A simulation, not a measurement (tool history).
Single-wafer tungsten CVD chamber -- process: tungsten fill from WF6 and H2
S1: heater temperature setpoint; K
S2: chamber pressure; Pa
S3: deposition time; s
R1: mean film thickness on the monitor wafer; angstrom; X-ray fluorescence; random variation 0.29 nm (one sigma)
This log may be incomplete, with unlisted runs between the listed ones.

run  hour      S1    S2    S3      R1
  1   0.0  668.15  5640  44.2  1262.6
  2   6.2  668.15  5640  45.6  1308.0
  3  11.2  668.15  5640  45.6  1293.1
  4  12.6  677.15  5640  45.6  1514.5
  5  21.1  677.15  4920  45.6  1415.4
  6  25.2  674.15  4906  45.6  1338.6
  7  32.8  671.15  4893  45.6  1279.0
  8  35.5  668.15  4880  45.6  1205.3
  9  38.6  666.15  4880  45.6  1161.6
 10  44.0  664.15  4880  45.6  1131.4
 11  47.7  662.15  4880  45.6  1092.2

What will run 12 give?
 12  52.1  661.15  4880  45.6   ?

{"run 12": {"R1": 1068.5}}
